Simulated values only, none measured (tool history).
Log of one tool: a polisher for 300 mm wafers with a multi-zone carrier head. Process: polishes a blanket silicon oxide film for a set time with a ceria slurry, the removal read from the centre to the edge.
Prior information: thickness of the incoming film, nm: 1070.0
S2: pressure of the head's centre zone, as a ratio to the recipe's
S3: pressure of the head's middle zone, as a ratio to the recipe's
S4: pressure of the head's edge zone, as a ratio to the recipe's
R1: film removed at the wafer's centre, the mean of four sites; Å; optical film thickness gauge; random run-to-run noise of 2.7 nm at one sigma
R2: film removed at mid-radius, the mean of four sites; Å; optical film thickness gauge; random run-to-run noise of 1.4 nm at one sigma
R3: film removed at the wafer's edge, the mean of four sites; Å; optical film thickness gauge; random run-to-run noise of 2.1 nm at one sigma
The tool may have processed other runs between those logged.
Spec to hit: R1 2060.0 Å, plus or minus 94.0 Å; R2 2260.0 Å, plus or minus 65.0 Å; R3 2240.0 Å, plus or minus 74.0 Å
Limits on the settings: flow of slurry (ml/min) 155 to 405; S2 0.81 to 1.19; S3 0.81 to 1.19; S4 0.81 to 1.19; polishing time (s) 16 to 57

Run 1, hour 0.0: flow of slurry (ml/min) 260, S2 1.00, S3 1.00, S4 1.00, polishing time (s) 36. Result: R1 1673.3 Å, R2 1668.0 Å, R3 1700.7 Å.
Run 2, hour 2.4: flow of slurry (ml/min) 260, S2 1.08, S3 1.00, S4 1.00, polishing time (s) 36. Result: R1 1825.5 Å, R2 1679.8 Å, R3 1684.8 Å.
Run 3, hour 4.9: flow of slurry (ml/min) 260, S2 1.08, S3 1.00, S4 1.00, polishing time (s) 31. Result: R1 1583.5 Å, R2 1458.6 Å, R3 1459.1 Å.
Run 4, hour 6.9: flow of slurry (ml/min) 260, S2 1.08, S3 1.00, S4 1.00, polishing time (s) 26. Result: R1 1287.6 Å, R2 1216.3 Å, R3 1212.7 Å.
Run 5, hour 14.5: flow of slurry (ml/min) 260, S2 1.08, S3 1.00, S4 1.00, polishing time (s) 30. Result: R1 1516.1 Å, R2 1403.4 Å, R3 1404.2 Å.
Run 6, hour 18.7: flow of slurry (ml/min) 195, S2 1.08, S3 1.00, S4 1.00, polishing time (s) 30. Result: R1 1511.7 Å, R2 1375.9 Å, R3 1386.8 Å.
Run 7, hour 27.7: flow of slurry (ml/min) 200, S2 1.06, S3 1.03, S4 1.03, polishing time (s) 33. Result: R1 1636.3 Å, R2 1528.8 Å, R3 1545.3 Å.
Run 8, hour 30.9: flow of slurry (ml/min) 200, S2 1.06, S3 1.03, S4 1.03, polishing time (s) 33. Result: R1 1579.4 Å, R2 1548.0 Å, R3 1532.6 Å.
Run 9, hour 36.2: flow of slurry (ml/min) 200, S2 1.05, S3 1.04, S4 1.05, polishing time (s) 35. Result: R1 1674.7 Å, R2 1647.5 Å, R3 1635.0 Å.
Run 10, hour 42.1: flow of slurry (ml/min) 200, S2 1.04, S3 1.05, S4 1.06, polishing time (s) 37. Result: R1 1712.2 Å, R2 1764.0 Å, R3 1746.4 Å.
Run 11, hour 49.6: flow of slurry (ml/min) 200, S2 1.04, S3 1.06, S4 1.07, polishing time (s) 39. Result: R1 1834.6 Å, R2 1879.3 Å, R3 1858.5 Å.
Run 12, hour 55.4: flow of slurry (ml/min) 200, S2 1.04, S3 1.07, S4 1.09, polishing time (s) 40. Result: R1 1907.7 Å, R2 1930.1 Å, R3 1939.1 Å.
Run 13, hour 61.1: flow of slurry (ml/min) 200, S2 1.04, S3 1.09, S4 1.11, polishing time (s) 41. Result: R1 1930.1 Å, R2 2002.3 Å, R3 1970.8 Å.
Run 14, hour 69.9: flow of slurry (ml/min) 200, S2 1.03, S3 1.09, S4 1.12, polishing time (s) 42. Result: R1 1939.2 Å, R2 2056.1 Å, R3 2020.4 Å.
Run 15, hour 70.4: flow of slurry (ml/min) 200, S2 1.02, S3 1.09, S4 1.12, polishing time (s) 43. Result: R1 1995.9 Å, R2 2108.5 Å, R3 2102.6 Å.
Run 16, hour 74.1: flow of slurry (ml/min) 200, S2 1.02, S3 1.10, S4 1.13, polishing time (s) 43. Result: R1 2009.7 Å, R2 2128.6 Å, R3 2112.7 Å.

Which one of the following 4 next-run settings gets every result inside its allowed miss? There is exactly one.
Run A, hour 77.8: flow of slurry (ml/min) 280, S2 0.98, S3 1.08, S4 1.12, polishing time (s) 45. Result: R1 ?, R2 ?, R3 ?.
Run B, hour 77.8: flow of slurry (ml/min) 155, S2 0.94, S3 0.95, S4 1.19, polishing time (s) 50. Result: R1 ?, R2 ?, R3 ?.
Run C, hour 77.8: flow of slurry (ml/min) 155, S2 0.95, S3 1.14, S4 1.18, polishing time (s) 45. Result: R1 ?, R2 ?, R3 ?.
Run D, hour 77.8: flow of slurry (ml/min) 195, S2 1.02, S3 1.19, S4 1.10, polishing time (s) 42. Result: R1 ?, R2 ?, R3 ?.

move      R1      R2      R3
   A  2033.9  2241.1  2258.7
   B  2046.3  2124.3  2497.6
   C  1863.9  2232.0  2232.3
   D  1913.2  2206.4  2039.3
A: all results in spec
B: the biggest miss grows against the last run
C: brings the result that was furthest off to its target, and leaves another outside
D: brings the result that was furthest off to its target, and leaves another outside
Go with A: it meets all targets.
